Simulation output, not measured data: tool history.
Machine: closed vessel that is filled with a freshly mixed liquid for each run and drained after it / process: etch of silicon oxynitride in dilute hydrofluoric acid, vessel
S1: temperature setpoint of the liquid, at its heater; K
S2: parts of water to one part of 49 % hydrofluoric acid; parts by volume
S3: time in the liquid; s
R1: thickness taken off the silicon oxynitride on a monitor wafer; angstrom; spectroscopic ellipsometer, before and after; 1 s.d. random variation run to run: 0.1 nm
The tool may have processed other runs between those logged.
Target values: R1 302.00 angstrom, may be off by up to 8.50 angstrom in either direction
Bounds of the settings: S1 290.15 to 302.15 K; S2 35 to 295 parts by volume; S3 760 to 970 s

run	hour	S1	S2	S3	R1
1	0.0	294.15	165	970	140.00
2	8.0	294.15	165	970	140.24
3	11.3	290.65	165	970	118.27
4	13.1	293.15	150	970	148.39
# hour 18.9: thermometer replaced
5	18.9	295.15	140	970	192.29
6	21.9	296.65	140	970	206.81
7	27.7	297.65	140	970	216.87
8	28.2	298.65	140	970	226.23
9	29.1	299.65	135	970	246.22
10	31.8	300.15	135	970	252.36
11	34.6	300.65	135	970	257.20
12	42.2	301.15	130	970	276.92

Below are 4 possible settings for the next run. Only one of them brings all results inside the allowed miss of their targets. Which is it?
A	49.8	298.65	95	760	?
B	49.8	301.65	125	825	?
C	49.8	298.15	80	760	?
D	49.8	302.15	125	970	?

move	R1
A	271.31
B	249.80
C	318.86
D	300.31
A: moves away from the targets compared with the last run
B: moves away from the targets compared with the last run
C: takes the biggest miss from the last run beyond its target
D: hits every target within its allowed miss
Answer: D
